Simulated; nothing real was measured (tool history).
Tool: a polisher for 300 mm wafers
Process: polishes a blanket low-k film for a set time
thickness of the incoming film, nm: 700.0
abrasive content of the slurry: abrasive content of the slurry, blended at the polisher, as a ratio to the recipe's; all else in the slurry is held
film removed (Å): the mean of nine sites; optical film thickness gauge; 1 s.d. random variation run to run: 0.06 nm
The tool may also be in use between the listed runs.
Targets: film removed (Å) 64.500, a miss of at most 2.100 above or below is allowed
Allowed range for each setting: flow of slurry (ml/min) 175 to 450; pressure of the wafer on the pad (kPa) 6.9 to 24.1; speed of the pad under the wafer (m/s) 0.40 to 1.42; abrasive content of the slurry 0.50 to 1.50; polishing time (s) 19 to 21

| run | day | flow of slurry (ml/min) | pressure of the wafer on the pad (kPa) | speed of the pad under the wafer (m/s) | abrasive content of the slurry | polishing time (s) | film removed (Å) |
|---|---|---|---|---|---|---|---|
| 1 | 0.000 | 290 | 15.2 | 0.90 | 1.00 | 21 | 76.334 |
| 2 | 0.162 | 290 | 15.2 | 0.90 | 1.00 | 19 | 70.979 |
| 3 | 0.308 | 290 | 18.6 | 0.90 | 1.00 | 19 | 85.316 |
| 4 | 0.350 | 290 | 17.2 | 0.90 | 1.00 | 19 | 78.638 |
| 5 | 0.417 | 290 | 17.2 | 0.90 | 1.00 | 19 | 79.920 |
| 6 | 0.729 | 290 | 17.2 | 1.12 | 1.00 | 19 | 95.098 |
| 7 | 0.879 | 290 | 15.9 | 1.12 | 1.00 | 19 | 89.515 |
| 8 | 0.992 | 290 | 14.5 | 1.12 | 1.00 | 19 | 80.935 |
| 9 | 1.108 | 290 | 13.8 | 1.12 | 1.00 | 19 | 76.689 |
| 10 | 1.367 | 290 | 13.1 | 1.12 | 1.00 | 19 | 72.222 |
| 11 | 1.542 | 290 | 12.4 | 1.12 | 1.00 | 19 | 68.981 |
| 12 | 1.900 | 290 | 12.4 | 1.12 | 1.00 | 19 | 69.189 |

Which one of the following 5 next-run settings gets every result inside its allowed miss? There is exactly one.
| A | 2.258 | 320 | 11.7 | 0.94 | 1.30 | 21 | ? |
| B | 2.258 | 275 | 11.7 | 1.18 | 1.00 | 19 | ? |
| C | 2.258 | 275 | 11.7 | 1.20 | 0.85 | 19 | ? |
| D | 2.258 | 285 | 11.7 | 1.16 | 0.95 | 20 | ? |
| E | 2.258 | 260 | 10.3 | 1.12 | 1.10 | 19 | ? |

| move | film removed (Å) |
|---|---|
| A | 70.468 |
| B | 68.159 |
| C | 64.698 |
| D | 69.622 |
| E | 59.796 |
A: misses by more than the last run did
B: nearer the targets than the last run, but a result is still out of spec
C: in spec on every target
D: misses by more than the last run did
E: pushes the last run's worst result past its target
The move that meets every target is C.

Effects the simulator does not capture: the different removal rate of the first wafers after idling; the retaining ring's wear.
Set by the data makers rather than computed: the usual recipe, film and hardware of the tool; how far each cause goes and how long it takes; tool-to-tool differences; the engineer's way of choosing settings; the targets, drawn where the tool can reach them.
